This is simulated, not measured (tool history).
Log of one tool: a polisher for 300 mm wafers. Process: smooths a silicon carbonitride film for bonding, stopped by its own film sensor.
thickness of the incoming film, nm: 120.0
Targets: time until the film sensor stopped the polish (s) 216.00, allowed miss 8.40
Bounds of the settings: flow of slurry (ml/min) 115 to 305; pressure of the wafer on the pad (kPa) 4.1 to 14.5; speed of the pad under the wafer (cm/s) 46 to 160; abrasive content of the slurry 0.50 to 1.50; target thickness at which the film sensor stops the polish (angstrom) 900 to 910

run  hour  flow of slurry (ml/min)  pressure of the wafer on the pad (kPa)  speed of the pad under the wafer (cm/s)  abrasive content of the slurry  target thickness at which the film sensor stops the polish (angstrom)  time until the film sensor stopped the polish (s)
  1   0.0                      195                                     9.0                                      102                            1.00                                                                    910                                             179.02
  2   2.5                      195                                     9.0                                      102                            1.00                                                                    900                                             182.29
  3   3.9                      195                                     9.0                                      122                            1.00                                                                    900                                             158.61
  4  10.1                      195                                     9.0                                      122                            1.20                                                                    900                                             143.72
  5  13.8                      195                                    11.0                                      122                            1.20                                                                    900                                             122.23
  6  20.2                      195                                    12.4                                      122                            1.20                                                                    900                                             111.01
  7  27.0                      195                                    11.7                                      122                            1.20                                                                    900                                             119.27
  8  30.8                      195                                    11.0                                      122                            1.20                                                                    900                                             122.69
  9  31.6                      195                                    10.3                                      122                            1.20                                                                    900                                             129.42
 10  39.4                      195                                     9.7                                      122                            1.20                                                                    900                                             135.52
 11  40.9                      195                                     9.0                                      122                            1.20                                                                    900                                             144.86
 12  45.8                      195                                     8.3                                      122                            1.20                                                                    900                                             153.09
 13  52.2                      195                                     7.6                                      122                            1.20                                                                    900                                             165.30
 14  59.8                      190                                     6.2                                      120                            1.20                                                                    900                                             192.10

Which of these 4 next moves meets every target?
  A  67.4                      205                                     6.9                                      124                            1.20                                                                    900                                                  ?
  B  67.4                      200                                     4.8                                      130                            1.15                                                                    910                                                  ?
  C  67.4                      165                                     4.1                                      130                            1.40                                                                    900                                                  ?
  D  67.4                      165                                     5.5                                      126                            1.20                                                                    910                                                  ?

move  time until the film sensor stopped the polish (s)
   A                                             170.20
   B                                             209.10
   C                                             225.89
   D                                             197.67
A: further off than the last run
B: meets every target
C: takes the result that was furthest off past its target
D: nearer than the last run, and not there yet
Answer: B
